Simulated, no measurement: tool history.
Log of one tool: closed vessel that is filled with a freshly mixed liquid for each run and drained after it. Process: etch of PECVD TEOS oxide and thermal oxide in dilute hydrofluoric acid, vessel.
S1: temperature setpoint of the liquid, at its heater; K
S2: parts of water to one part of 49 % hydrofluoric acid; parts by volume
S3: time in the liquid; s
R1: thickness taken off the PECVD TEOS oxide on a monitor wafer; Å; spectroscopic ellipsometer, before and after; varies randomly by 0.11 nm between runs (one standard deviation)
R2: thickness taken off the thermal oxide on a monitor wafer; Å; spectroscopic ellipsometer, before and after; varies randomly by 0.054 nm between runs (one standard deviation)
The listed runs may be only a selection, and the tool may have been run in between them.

| run | hour | S1 | S2 | S3 | R1 | R2 |
|---|---|---|---|---|---|---|
| 1 | 0.0 | 298.15 | 45 | 60 | 188.95 | 75.222 |
| 2 | 1.2 | 298.15 | 45 | 75 | 234.82 | 95.207 |
| 3 | 9.6 | 296.15 | 45 | 75 | 216.33 | 87.190 |
| 4 | 13.9 | 294.15 | 45 | 75 | 198.52 | 80.300 |
| 5 | 18.9 | 294.15 | 55 | 75 | 158.12 | 65.029 |
| 6 | 24.4 | 294.15 | 55 | 55 | 117.93 | 47.748 |

Estimate the outcome of run 7 from the log above:
| 7 | 32.5 | 295.65 | 55 | 55 | ? | ? |

R1: 124.99 Å
R2: 49.909 Å
